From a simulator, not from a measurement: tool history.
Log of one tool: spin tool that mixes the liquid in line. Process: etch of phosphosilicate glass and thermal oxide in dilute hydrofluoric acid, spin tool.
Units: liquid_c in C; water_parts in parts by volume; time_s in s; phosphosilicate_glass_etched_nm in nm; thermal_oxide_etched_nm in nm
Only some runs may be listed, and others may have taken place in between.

| run | hour | liquid_c | water_parts | time_s | phosphosilicate_glass_etched_nm | thermal_oxide_etched_nm |
|---|---|---|---|---|---|---|
| 1 | 0 | 26 | 110 | 55 | 53.335 | 2.3546 |
| 2 | 3.3 | 28.5 | 95 | 55 | 68.827 | 3.0847 |
| 3 | 6.1 | 30 | 85 | 55 | 82.941 | 3.6802 |
| 4 | 12.7 | 30 | 100 | 55 | 68.97 | 3.0859 |
| 5 | 18.7 | 33.5 | 100 | 55 | 79.389 | 3.4612 |
| 6 | 24.4 | 33.5 | 100 | 70 | 100.78 | 4.4354 |
| 7 | 33.1 | 33.5 | 95 | 70 | 105.86 | 4.6764 |

Predict the results of run 8:
| 8 | 41 | 34 | 90 | 70 | ? | ? |

{"run 8": {"phosphosilicate_glass_etched_nm": 115.69, "thermal_oxide_etched_nm": 5.0755}}
